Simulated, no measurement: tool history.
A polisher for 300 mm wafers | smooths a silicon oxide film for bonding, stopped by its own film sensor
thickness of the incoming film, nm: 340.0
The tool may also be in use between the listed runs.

run,day,flow of slurry (ml/min),pressure of the wafer on the pad (kPa),speed of the pad under the wafer (m/s),abrasive content of the slurry,target thickness at which the film sensor stops the polish (nm),time until the film sensor stopped the polish (s)
1,0.000,235,9.0,0.96,1.0,303,102.000
2,0.029,235,6.9,0.96,1.0,303,124.720
3,0.342,235,6.9,0.96,1.0,306,111.850
4,0.596,235,8.3,0.96,1.0,306,96.177
5,0.783,235,9.7,0.98,1.0,306,84.559
6,0.838,235,7.6,0.98,1.0,306,103.190

Run 7 comes next. What will it give?
7,0.917,235,10.3,1.10,1.0,306,?

Run 7 gave time until the film sensor stopped the polish (s) 73.819.
